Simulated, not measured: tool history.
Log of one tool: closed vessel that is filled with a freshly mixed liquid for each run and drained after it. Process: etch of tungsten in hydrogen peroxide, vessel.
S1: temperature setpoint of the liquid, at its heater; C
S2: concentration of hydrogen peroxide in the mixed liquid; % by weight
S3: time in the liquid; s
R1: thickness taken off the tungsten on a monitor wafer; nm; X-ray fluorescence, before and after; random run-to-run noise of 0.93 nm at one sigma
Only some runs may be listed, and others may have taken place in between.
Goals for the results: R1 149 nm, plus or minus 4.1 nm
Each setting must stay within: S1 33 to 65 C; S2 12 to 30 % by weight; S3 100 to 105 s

Run 1, hour 0: S1 49 C, S2 23 % by weight, S3 100 s. Result: R1 240.01 nm.
Run 2, hour 8.6: S1 47 C, S2 23 % by weight, S3 100 s. Result: R1 211.28 nm.
Run 3, hour 17.2: S1 44 C, S2 23 % by weight, S3 100 s. Result: R1 174.23 nm.
Run 4, hour 25.9: S1 44 C, S2 23 % by weight, S3 100 s. Result: R1 175.13 nm.
Run 5, hour 32.3: S1 46.5 C, S2 23 % by weight, S3 100 s. Result: R1 203.38 nm.
Run 6, hour 36.1: S1 46.5 C, S2 19 % by weight, S3 100 s. Result: R1 186.97 nm.
Run 7, hour 39.5: S1 45.5 C, S2 19 % by weight, S3 100 s. Result: R1 175.97 nm.
Run 8, hour 41.8: S1 45 C, S2 19 % by weight, S3 100 s. Result: R1 168.44 nm.
Run 9, hour 45.7: S1 44.5 C, S2 19 % by weight, S3 100 s. Result: R1 162.6 nm.
Run 10, hour 51.8: S1 44 C, S2 19 % by weight, S3 100 s. Result: R1 158.79 nm.

Below are 5 possible settings for the next run. Only one of them brings all results inside the allowed miss of their targets. Which is it?
Run A, hour 57.9: S1 42.5 C, S2 15.5 % by weight, S3 105 s. Result: R1 ?.
Run B, hour 57.9: S1 43 C, S2 18.5 % by weight, S3 100 s. Result: R1 ?.
Run C, hour 57.9: S1 46 C, S2 17.5 % by weight, S3 105 s. Result: R1 ?.
Run D, hour 57.9: S1 46 C, S2 16.5 % by weight, S3 105 s. Result: R1 ?.
Run E, hour 57.9: S1 46.5 C, S2 12.5 % by weight, S3 105 s. Result: R1 ?.

move      R1
   A  137.38
   B  147.59
   C  182.22
   D  176.93
   E   158.9
A: takes the result that was furthest off past its target
B: hits every target within its allowed miss
C: moves away from the targets compared with the last run
D: moves away from the targets compared with the last run
E: just as far off the targets as the last run
So the answer is move B, the one that meets all the targets.
